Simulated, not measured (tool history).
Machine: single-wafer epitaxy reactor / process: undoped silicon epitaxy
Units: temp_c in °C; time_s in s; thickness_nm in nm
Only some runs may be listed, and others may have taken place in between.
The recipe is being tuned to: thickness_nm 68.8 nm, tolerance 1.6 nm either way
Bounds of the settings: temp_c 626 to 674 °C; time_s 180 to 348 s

Run 1, hour 0: temp_c 650 °C, time_s 264 s. Result: thickness_nm 44.769 nm.
Run 2, hour 6.1: temp_c 650 °C, time_s 282 s. Result: thickness_nm 47.694 nm.
Run 3, hour 8.3: temp_c 652 °C, time_s 282 s. Result: thickness_nm 49.599 nm.
Run 4, hour 10.8: temp_c 660 °C, time_s 282 s. Result: thickness_nm 58.62 nm.
Run 5, hour 17.5: temp_c 661 °C, time_s 282 s. Result: thickness_nm 59.728 nm.
Run 6, hour 21.7: temp_c 662 °C, time_s 282 s. Result: thickness_nm 60.965 nm.
Run 7, hour 28.5: temp_c 663 °C, time_s 282 s. Result: thickness_nm 62.224 nm.
Run 8, hour 33: temp_c 666 °C, time_s 282 s. Result: thickness_nm 65.907 nm.

Which single option among these 5 for the next run brings every result within its allowed miss of target? Just one does.
Run A, hour 37.5: temp_c 671 °C, time_s 255 s. Result: thickness_nm ?.
Run B, hour 37.5: temp_c 658 °C, time_s 317 s. Result: thickness_nm ?.
Run C, hour 37.5: temp_c 671 °C, time_s 246 s. Result: thickness_nm ?.
Run D, hour 37.5: temp_c 668 °C, time_s 285 s. Result: thickness_nm ?.
Run E, hour 37.5: temp_c 665 °C, time_s 279 s. Result: thickness_nm ?.

move  thickness_nm
   A        65.504
   B        62.811
   C        63.192
   D        68.994
   E        63.629
A: further off than the last run
B: further off than the last run
C: further off than the last run
D: all results land within tolerance of their targets
E: further off than the last run
D is the move that brings every result within its allowed miss.
